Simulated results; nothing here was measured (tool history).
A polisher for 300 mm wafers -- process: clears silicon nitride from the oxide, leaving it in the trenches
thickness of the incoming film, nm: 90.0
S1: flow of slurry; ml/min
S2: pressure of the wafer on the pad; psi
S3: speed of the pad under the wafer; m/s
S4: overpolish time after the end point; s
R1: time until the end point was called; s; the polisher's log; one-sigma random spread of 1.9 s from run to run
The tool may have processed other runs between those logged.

| run | day | S1 | S2 | S3 | S4 | R1 |
|---|---|---|---|---|---|---|
| 1 | 0 | 245 | 3.4 | 1.2 | 18 | 70.835 |
| 2 | 0.112 | 215 | 3.4 | 1.2 | 18 | 71.901 |
| 3 | 0.179 | 250 | 3.4 | 1.2 | 18 | 70.813 |
| 4 | 0.396 | 250 | 3.4 | 1.2 | 18 | 71.609 |
| 5 | 0.454 | 250 | 3.4 | 1.1 | 18 | 77.095 |
| 6 | 0.483 | 250 | 3.1 | 1.08 | 18 | 84.164 |
| 7 | 0.625 | 250 | 2.8 | 1.06 | 18 | 94.668 |
| 8 | 0.671 | 250 | 2.6 | 1.06 | 18 | 100.58 |
| 9 | 0.696 | 250 | 2.4 | 1.06 | 18 | 106.61 |
| 10 | 0.962 | 250 | 2.3 | 1.06 | 18 | 111.75 |
| 11 | 1.054 | 250 | 2.2 | 1.06 | 18 | 113.02 |
| 12 | 1.162 | 250 | 2.1 | 1.06 | 18 | 114.96 |

For run 13, what comes out?
| 13 | 1.221 | 250 | 2 | 1.06 | 18 | ? |

R1: 123.86 s
